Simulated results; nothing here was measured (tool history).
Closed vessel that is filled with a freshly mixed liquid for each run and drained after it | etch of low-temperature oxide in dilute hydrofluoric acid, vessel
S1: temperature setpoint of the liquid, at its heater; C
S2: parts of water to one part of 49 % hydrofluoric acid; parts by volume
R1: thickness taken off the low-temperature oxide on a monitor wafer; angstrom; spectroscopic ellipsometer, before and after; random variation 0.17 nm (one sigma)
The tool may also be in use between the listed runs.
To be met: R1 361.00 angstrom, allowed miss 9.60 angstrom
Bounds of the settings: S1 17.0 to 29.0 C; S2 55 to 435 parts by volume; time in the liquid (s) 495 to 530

run 1 day=0.000 | S1=21.0 S2=245 time_in_the_liquid_(s)=495 | R1=252.58
run 2 day=0.188 | S1=22.5 S2=240 time_in_the_liquid_(s)=495 | R1=273.63
run 3 day=0.417 | S1=24.0 S2=235 time_in_the_liquid_(s)=495 | R1=296.32
run 4 day=0.471 | S1=24.0 S2=305 time_in_the_liquid_(s)=495 | R1=211.24
run 5 day=0.725 | S1=25.0 S2=290 time_in_the_liquid_(s)=495 | R1=233.18
run 6 day=1.112 | S1=27.0 S2=290 time_in_the_liquid_(s)=495 | R1=249.03
run 7 day=1.154 | S1=29.0 S2=220 time_in_the_liquid_(s)=495 | R1=380.65
run 8 day=1.496 | S1=28.5 S2=220 time_in_the_liquid_(s)=495 | R1=376.60
-- day=1.583 thermometer replaced
run 9 day=1.583 | S1=28.0 S2=220 time_in_the_liquid_(s)=495 | R1=341.75

4 next moves are on the table. One of them brings every result within its allowed miss. Which?
run A day=1.671 | S1=28.0 S2=210 time_in_the_liquid_(s)=530 | R1=?
run B day=1.671 | S1=29.0 S2=235 time_in_the_liquid_(s)=515 | R1=?
run C day=1.671 | S1=29.0 S2=240 time_in_the_liquid_(s)=525 | R1=?
run D day=1.671 | S1=28.0 S2=215 time_in_the_liquid_(s)=510 | R1=?

move=A R1=391.03
move=B R1=341.46
move=C R1=338.89
move=D R1=365.40
A: takes the result that was furthest off past its target
B: as far off as the last run
C: further off than the last run
D: meets every target
The right move is D.

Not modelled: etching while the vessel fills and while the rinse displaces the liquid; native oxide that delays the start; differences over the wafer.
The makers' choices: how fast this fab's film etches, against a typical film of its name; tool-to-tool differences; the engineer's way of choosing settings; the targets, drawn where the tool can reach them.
